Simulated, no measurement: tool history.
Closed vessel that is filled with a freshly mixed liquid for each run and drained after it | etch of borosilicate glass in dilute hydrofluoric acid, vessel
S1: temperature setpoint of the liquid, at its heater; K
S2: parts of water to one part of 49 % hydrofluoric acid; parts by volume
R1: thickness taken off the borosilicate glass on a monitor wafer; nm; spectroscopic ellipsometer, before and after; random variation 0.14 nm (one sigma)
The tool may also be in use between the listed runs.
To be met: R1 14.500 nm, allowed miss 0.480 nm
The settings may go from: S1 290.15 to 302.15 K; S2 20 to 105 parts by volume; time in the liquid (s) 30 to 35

Run 1, day 0.000: S1 294.15 K, S2 55 parts by volume, time in the liquid (s) 35. Result: R1 18.720 nm.
Run 2, day 0.346: S1 294.15 K, S2 45 parts by volume, time in the liquid (s) 35. Result: R1 23.601 nm.
Run 3, day 0.658: S1 294.15 K, S2 45 parts by volume, time in the liquid (s) 35. Result: R1 23.774 nm.
Run 4, day 0.792: S1 293.15 K, S2 50 parts by volume, time in the liquid (s) 35. Result: R1 20.022 nm.
Run 5, day 0.821: S1 292.65 K, S2 50 parts by volume, time in the liquid (s) 35. Result: R1 19.943 nm.
Run 6, day 0.996: S1 292.65 K, S2 50 parts by volume, time in the liquid (s) 35. Result: R1 19.965 nm.
Run 7, day 1.083: S1 292.15 K, S2 55 parts by volume, time in the liquid (s) 35. Result: R1 17.354 nm.
Run 8, day 1.138: S1 291.65 K, S2 55 parts by volume, time in the liquid (s) 35. Result: R1 16.922 nm.
Run 9, day 1.475: S1 291.15 K, S2 55 parts by volume, time in the liquid (s) 35. Result: R1 16.676 nm.

Which of these 4 next moves meets every target?
Run A, day 1.812: S1 291.15 K, S2 50 parts by volume, time in the liquid (s) 35. Result: R1 ?.
Run B, day 1.812: S1 292.15 K, S2 45 parts by volume, time in the liquid (s) 35. Result: R1 ?.
Run C, day 1.812: S1 296.15 K, S2 55 parts by volume, time in the liquid (s) 30. Result: R1 ?.
Run D, day 1.812: S1 291.15 K, S2 55 parts by volume, time in the liquid (s) 30. Result: R1 ?.

move      R1
   A  18.489
   B  21.580
   C  17.665
   D  14.318
A: further off than the last run
B: further off than the last run
C: further off than the last run
D: meets every target
The right move is D.
